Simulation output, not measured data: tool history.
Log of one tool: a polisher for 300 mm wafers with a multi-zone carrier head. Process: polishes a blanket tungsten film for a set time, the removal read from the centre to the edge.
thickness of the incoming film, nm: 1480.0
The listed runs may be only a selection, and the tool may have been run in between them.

run  hour  flow of slurry (ml/min)  pressure of the head's centre zone  pressure of the head's middle zone  pressure of the head's edge zone  abrasive content of the slurry  polishing time (s)  film removed at the wafer's centre (nm)  film removed at mid-radius (nm)  film removed at the wafer's edge (nm)
  1   0.0                      215                                1.00                                1.00                              1.00                            1.00                  34                                   158.00                           159.38                                 167.95
  2   5.3                      225                                0.99                                1.04                              1.03                            1.05                  34                                   159.78                           166.67                                 169.59
  3   7.4                      225                                0.99                                1.04                              1.03                            1.05                  28                                   131.49                           138.01                                 143.94
  4  14.5                      225                                0.99                                1.04                              1.03                            1.05                  31                                   145.41                           151.72                                 155.38
  5  21.6                      220                                0.96                                1.05                              1.05                            1.15                  32                                   148.75                           164.49                                 167.64
  6  25.5                      170                                0.96                                1.05                              1.05                            1.15                  32                                   140.80                           154.64                                 156.31
  7  28.5                      195                                0.95                                1.07                              1.07                            1.20                  32                                   145.58                           163.54                                 164.59
  8  32.5                      215                                0.94                                1.09                              1.09                            1.25                  32                                   150.28                           169.94                                 171.38

Run 9 comes next. What will it give?
  9  39.0                      230                                0.92                                1.11                              1.10                            1.30                  32                                        ?                                ?                                      ?

{"run 9": {"film removed at the wafer's centre (nm)": 147.54, "film removed at mid-radius (nm)": 173.58, "film removed at the wafer's edge (nm)": 176.39}}
